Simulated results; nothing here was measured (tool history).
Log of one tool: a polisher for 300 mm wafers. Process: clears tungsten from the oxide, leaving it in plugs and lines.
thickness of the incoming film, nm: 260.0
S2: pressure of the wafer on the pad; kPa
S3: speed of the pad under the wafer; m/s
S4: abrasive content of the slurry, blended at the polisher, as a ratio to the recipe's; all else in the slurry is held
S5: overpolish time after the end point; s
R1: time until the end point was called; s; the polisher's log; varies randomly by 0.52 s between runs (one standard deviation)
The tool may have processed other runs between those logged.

{"run": 1, "hour": 0.0, "flow of slurry (ml/min)": 155, "S2": 24.8, "S3": 0.92, "S4": 1, "S5": 9, "R1": 61.659}
{"run": 2, "hour": 4.6, "flow of slurry (ml/min)": 160, "S2": 27.6, "S3": 0.92, "S4": 1, "S5": 9, "R1": 56.229}
{"run": 3, "hour": 12.7, "flow of slurry (ml/min)": 160, "S2": 27.6, "S3": 0.92, "S4": 1, "S5": 9, "R1": 56.881}
{"run": 4, "hour": 15.4, "flow of slurry (ml/min)": 160, "S2": 30.3, "S3": 0.92, "S4": 1, "S5": 9, "R1": 51.671}
{"run": 5, "hour": 19.8, "flow of slurry (ml/min)": 160, "S2": 32.4, "S3": 0.92, "S4": 1, "S5": 9, "R1": 48.075}
{"run": 6, "hour": 24.7, "flow of slurry (ml/min)": 160, "S2": 26.9, "S3": 0.92, "S4": 1, "S5": 9, "R1": 57.217}

Predict the results of run 7:
{"run": 7, "hour": 28.5, "flow of slurry (ml/min)": 165, "S2": 29.6, "S3": 0.92, "S4": 1, "S5": 9, "R1": "?"}

For run 7 the tool returned R1 52.05 s.

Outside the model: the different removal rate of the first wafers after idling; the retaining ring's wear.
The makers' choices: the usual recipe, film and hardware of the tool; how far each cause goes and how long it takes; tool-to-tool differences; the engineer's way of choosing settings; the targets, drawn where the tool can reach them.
